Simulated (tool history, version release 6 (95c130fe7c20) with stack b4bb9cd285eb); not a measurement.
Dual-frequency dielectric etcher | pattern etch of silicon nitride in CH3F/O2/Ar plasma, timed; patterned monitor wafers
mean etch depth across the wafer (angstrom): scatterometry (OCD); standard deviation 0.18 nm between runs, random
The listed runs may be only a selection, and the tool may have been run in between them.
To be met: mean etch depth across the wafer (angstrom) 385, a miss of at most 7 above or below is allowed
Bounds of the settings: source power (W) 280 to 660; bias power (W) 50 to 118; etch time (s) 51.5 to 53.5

| run | hour | source power (W) | bias power (W) | etch time (s) | mean etch depth across the wafer (angstrom) |
|---|---|---|---|---|---|
| 1 | 0 | 470 | 84 | 51.5 | 433.16 |
| 2 | 7.2 | 470 | 84 | 51.5 | 430.11 |
| 3 | 11 | 430 | 84 | 51.5 | 413.82 |
| 4 | 13.7 | 430 | 95 | 51.5 | 436.57 |
| 5 | 21.7 | 410 | 94 | 51.5 | 424.21 |
| 6 | 28.6 | 380 | 94 | 51.5 | 412.23 |
| 7 | 30 | 370 | 94 | 51.5 | 409.11 |
| 8 | 32.3 | 360 | 94 | 51.5 | 406.76 |
| 9 | 38.7 | 350 | 94 | 51.5 | 402.68 |
| 10 | 40.7 | 290 | 92 | 51.5 | 369.64 |
| 11 | 46.7 | 300 | 92 | 51.5 | 375.49 |

Of the 5 settings listed for the next run, only one would bring every result within its allowed miss of target. Which one?
| A | 52.7 | 280 | 91 | 52.5 | ? |
| B | 52.7 | 290 | 84 | 52.5 | ? |
| C | 52.7 | 280 | 89 | 52 | ? |
| D | 52.7 | 280 | 90 | 51.5 | ? |
| E | 52.7 | 300 | 90 | 53 | ? |

| move | mean etch depth across the wafer (angstrom) |
|---|---|
| A | 373.18 |
| B | 368.38 |
| C | 366.95 |
| D | 364.75 |
| E | 385.11 |
A: its largest miss is bigger than the last run's
B: its largest miss is bigger than the last run's
C: its largest miss is bigger than the last run's
D: its largest miss is bigger than the last run's
E: meets every target
E is the move that brings every result within its allowed miss.
